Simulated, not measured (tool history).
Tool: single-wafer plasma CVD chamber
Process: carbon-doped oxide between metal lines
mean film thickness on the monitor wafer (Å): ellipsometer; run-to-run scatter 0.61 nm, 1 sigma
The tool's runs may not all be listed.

run  hour  heater temperature setpoint (K)  chamber pressure (Pa)  RF power (W)  deposition time (s)  mean film thickness on the monitor wafer (Å)
  1   0.0                           603.15                    877           605                 16.0                                        973.26
  2   6.4                           603.15                    877           570                 16.0                                        942.35
  3   9.6                           600.15                    900           600                 16.0                                        978.00
  4  18.0                           600.15                    900           555                 16.0                                        940.29
  5  25.6                           597.15                    919           590                 16.0                                        989.82
     32.9  -- capacitance manometer re-zeroed and calibrated
  6  32.9                           602.15                    919           590                 16.0                                        970.21
  7  41.9                           599.15                    965           610                 16.0                                        994.96
  8  50.2                           596.15                    969           630                 16.0                                       1021.80

Run 9 comes next. What will it give?
  9  56.4                           594.15                    976           650                 16.0                                             ?

Run 9 gave mean film thickness on the monitor wafer (Å) 1048.20.
